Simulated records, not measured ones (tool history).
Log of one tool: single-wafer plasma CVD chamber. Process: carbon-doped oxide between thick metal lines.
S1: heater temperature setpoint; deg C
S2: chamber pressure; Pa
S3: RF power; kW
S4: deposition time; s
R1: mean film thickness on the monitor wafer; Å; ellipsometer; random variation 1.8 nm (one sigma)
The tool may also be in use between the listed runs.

run 1 hour=0.0 | S1=360 S2=575 S3=0.495 S4=111.1 | R1=5679.6
run 2 hour=6.2 | S1=360 S2=575 S3=0.495 S4=114.7 | R1=5859.3
run 3 hour=14.9 | S1=360 S2=649 S3=0.495 S4=114.7 | R1=5974.7
run 4 hour=18.8 | S1=367 S2=649 S3=0.495 S4=114.7 | R1=5873.9
run 5 hour=23.7 | S1=367 S2=719 S3=0.495 S4=114.7 | R1=6037.4
run 6 hour=27.0 | S1=376 S2=719 S3=0.495 S4=114.7 | R1=5859.9
run 7 hour=33.4 | S1=376 S2=703 S3=0.490 S4=114.6 | R1=5824.0
run 8 hour=34.3 | S1=376 S2=703 S3=0.490 S4=114.6 | R1=5824.8
run 9 hour=39.9 | S1=376 S2=689 S3=0.480 S4=114.5 | R1=5708.8
run 10 hour=45.7 | S1=376 S2=677 S3=0.475 S4=114.4 | R1=5638.1
run 11 hour=50.1 | S1=376 S2=667 S3=0.470 S4=114.3 | R1=5567.0
run 12 hour=51.3 | S1=377 S2=591 S3=0.430 S4=113.9 | R1=5012.1
run 13 hour=56.1 | S1=377 S2=596 S3=0.430 S4=113.9 | R1=5001.6

The next listed run, before its measurement:
run 14 hour=57.1 | S1=377 S2=596 S3=0.430 S4=113.9 | R1=?

Run 14 gave R1 5029.4 Å.

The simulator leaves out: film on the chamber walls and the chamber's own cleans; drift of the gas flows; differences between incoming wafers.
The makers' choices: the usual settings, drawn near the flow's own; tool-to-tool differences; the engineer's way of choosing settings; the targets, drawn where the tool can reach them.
